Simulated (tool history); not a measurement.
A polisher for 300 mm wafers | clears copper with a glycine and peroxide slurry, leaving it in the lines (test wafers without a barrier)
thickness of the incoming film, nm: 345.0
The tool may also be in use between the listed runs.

run,hour,flow of slurry (ml/min),pressure of the wafer on the pad (kPa),speed of the pad under the wafer (m/s),overpolish time after the end point (s),time until the end point was called (s),dishing of a wide line in a test structure (angstrom)
1,0.0,310,21.4,0.78,24,63.032,715.55
2,1.5,265,17.2,0.84,18,64.610,564.97
3,3.9,265,17.2,0.84,14,64.692,473.40
4,10.6,265,14.5,0.84,14,71.531,444.89
5,11.2,240,13.1,0.86,12,72.522,385.35
6,14.2,240,9.7,0.86,12,81.159,356.33

Expected results for the next run?
7,21.1,185,9.7,0.90,7,?,?

{"run 7": {"time until the end point was called (s)": 78.563, "dishing of a wide line in a test structure (angstrom)": 227.33}}

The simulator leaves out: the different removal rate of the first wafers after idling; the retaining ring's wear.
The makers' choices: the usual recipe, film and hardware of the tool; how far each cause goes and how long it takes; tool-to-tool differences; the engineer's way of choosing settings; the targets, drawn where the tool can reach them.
